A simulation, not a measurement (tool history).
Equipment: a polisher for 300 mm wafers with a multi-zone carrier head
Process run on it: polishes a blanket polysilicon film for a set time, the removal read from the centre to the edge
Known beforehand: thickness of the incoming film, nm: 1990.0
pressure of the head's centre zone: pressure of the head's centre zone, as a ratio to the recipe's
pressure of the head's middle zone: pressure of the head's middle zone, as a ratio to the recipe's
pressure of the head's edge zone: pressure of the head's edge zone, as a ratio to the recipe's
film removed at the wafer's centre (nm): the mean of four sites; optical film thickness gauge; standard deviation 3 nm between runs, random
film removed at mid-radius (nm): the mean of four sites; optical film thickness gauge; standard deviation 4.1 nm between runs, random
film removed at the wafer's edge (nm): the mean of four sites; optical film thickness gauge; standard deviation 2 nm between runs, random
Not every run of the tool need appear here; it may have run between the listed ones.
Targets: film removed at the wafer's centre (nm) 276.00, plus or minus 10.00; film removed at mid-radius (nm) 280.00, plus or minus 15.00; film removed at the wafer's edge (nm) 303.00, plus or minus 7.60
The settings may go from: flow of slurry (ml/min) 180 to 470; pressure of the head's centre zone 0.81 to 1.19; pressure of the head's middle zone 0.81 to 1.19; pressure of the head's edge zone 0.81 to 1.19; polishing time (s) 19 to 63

| run | hour | flow of slurry (ml/min) | pressure of the head's centre zone | pressure of the head's middle zone | pressure of the head's edge zone | polishing time (s) | film removed at the wafer's centre (nm) | film removed at mid-radius (nm) | film removed at the wafer's edge (nm) |
|---|---|---|---|---|---|---|---|---|---|
| 1 | 0.0 | 300 | 1.00 | 1.00 | 1.00 | 41 | 224.74 | 222.45 | 229.59 |
| 2 | 5.0 | 300 | 0.93 | 1.00 | 1.00 | 41 | 202.56 | 228.54 | 224.92 |
| 3 | 11.3 | 300 | 0.95 | 1.01 | 1.03 | 43 | 219.10 | 241.43 | 243.26 |
| 4 | 12.9 | 305 | 0.97 | 1.02 | 1.06 | 44 | 229.95 | 255.01 | 249.21 |
| 5 | 20.1 | 305 | 0.97 | 1.09 | 1.06 | 44 | 235.31 | 266.96 | 247.78 |
| 6 | 26.5 | 305 | 0.97 | 1.05 | 1.06 | 44 | 232.93 | 254.09 | 252.49 |
| 7 | 35.5 | 310 | 0.98 | 1.05 | 1.09 | 45 | 236.37 | 261.25 | 258.66 |
| 8 | 43.0 | 310 | 0.99 | 1.04 | 1.11 | 46 | 251.57 | 257.03 | 265.15 |
| 9 | 46.1 | 310 | 0.98 | 1.04 | 1.12 | 47 | 248.38 | 270.13 | 274.09 |
| 10 | 52.0 | 310 | 0.99 | 1.03 | 1.13 | 48 | 260.46 | 268.13 | 282.18 |
| 11 | 53.6 | 315 | 0.99 | 1.03 | 1.14 | 49 | 263.42 | 287.76 | 292.45 |
| 12 | 58.8 | 315 | 1.00 | 1.02 | 1.15 | 49 | 260.20 | 281.49 | 290.45 |
| 13 | 66.2 | 315 | 1.01 | 1.01 | 1.16 | 49 | 272.45 | 276.83 | 291.87 |
| 14 | 73.4 | 315 | 1.01 | 1.01 | 1.17 | 49 | 270.29 | 276.04 | 289.91 |
| 15 | 75.9 | 315 | 1.01 | 1.00 | 1.17 | 49 | 273.78 | 282.33 | 292.53 |
| 16 | 77.0 | 310 | 1.01 | 0.98 | 1.17 | 49 | 266.55 | 272.52 | 294.77 |

Which single option among these 4 for the next run brings every result within its allowed miss of target? Just one does.
| A | 78.1 | 270 | 0.84 | 1.03 | 1.12 | 55 | ? | ? | ? |
| B | 78.1 | 385 | 1.01 | 0.96 | 1.11 | 49 | ? | ? | ? |
| C | 78.1 | 300 | 1.03 | 1.00 | 1.19 | 50 | ? | ? | ? |
| D | 78.1 | 245 | 0.85 | 1.00 | 1.09 | 57 | ? | ? | ? |

| move | film removed at the wafer's centre (nm) | film removed at mid-radius (nm) | film removed at the wafer's edge (nm) |
|---|---|---|---|
| A | 248.80 | 309.34 | 319.42 |
| B | 277.41 | 270.22 | 291.36 |
| C | 281.49 | 277.89 | 302.53 |
| D | 257.29 | 309.40 | 323.52 |
A: moves the result that the last run missed by most past its target, out the other side
B: lands further from the targets than the last run did
C: all results in spec
D: moves the result that the last run missed by most past its target, out the other side
So the answer is move C, the one that meets all the targets.
